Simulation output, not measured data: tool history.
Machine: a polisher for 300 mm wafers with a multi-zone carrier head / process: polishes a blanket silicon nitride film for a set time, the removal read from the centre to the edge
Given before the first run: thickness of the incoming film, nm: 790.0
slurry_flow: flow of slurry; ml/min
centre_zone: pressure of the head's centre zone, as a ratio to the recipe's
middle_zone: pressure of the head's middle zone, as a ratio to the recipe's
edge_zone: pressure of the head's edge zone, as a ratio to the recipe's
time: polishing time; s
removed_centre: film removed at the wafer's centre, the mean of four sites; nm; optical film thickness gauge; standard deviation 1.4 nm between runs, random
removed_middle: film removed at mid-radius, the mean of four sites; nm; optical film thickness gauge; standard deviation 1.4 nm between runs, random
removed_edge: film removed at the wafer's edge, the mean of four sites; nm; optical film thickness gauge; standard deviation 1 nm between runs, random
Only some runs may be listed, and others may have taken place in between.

Run 1, hour 0.0: slurry_flow 240 ml/min, centre_zone 1.00, middle_zone 1.00, edge_zone 1.00, time 64 s. Result: removed_centre 104.15 nm, removed_middle 101.13 nm, removed_edge 106.64 nm.
Run 2, hour 5.1: slurry_flow 240 ml/min, centre_zone 1.08, middle_zone 1.00, edge_zone 1.00, time 64 s. Result: removed_centre 110.73 nm, removed_middle 104.59 nm, removed_edge 104.48 nm.
Run 3, hour 8.0: slurry_flow 210 ml/min, centre_zone 1.08, middle_zone 1.00, edge_zone 1.00, time 64 s. Result: removed_centre 107.24 nm, removed_middle 100.49 nm, removed_edge 104.55 nm.
Run 4, hour 16.9: slurry_flow 215 ml/min, centre_zone 1.07, middle_zone 1.02, edge_zone 0.99, time 64 s. Result: removed_centre 105.91 nm, removed_middle 101.43 nm, removed_edge 104.15 nm.
Run 5, hour 23.6: slurry_flow 215 ml/min, centre_zone 1.01, middle_zone 1.02, edge_zone 0.99, time 64 s. Result: removed_centre 100.31 nm, removed_middle 105.03 nm, removed_edge 104.38 nm.
Run 6, hour 26.3: slurry_flow 215 ml/min, centre_zone 1.01, middle_zone 1.02, edge_zone 0.99, time 76 s. Result: removed_centre 120.05 nm, removed_middle 121.43 nm, removed_edge 122.89 nm.

What will run 7 give?
At hour 27.8: worn pad replaced by a new one.
Run 7, hour 27.8: slurry_flow 215 ml/min, centre_zone 1.01, middle_zone 1.03, edge_zone 0.98, time 75 s. Result: removed_centre ?, removed_middle ?, removed_edge ?.

For run 7 the tool returned removed_centre 132.36 nm, removed_middle 135.21 nm, removed_edge 132.76 nm.
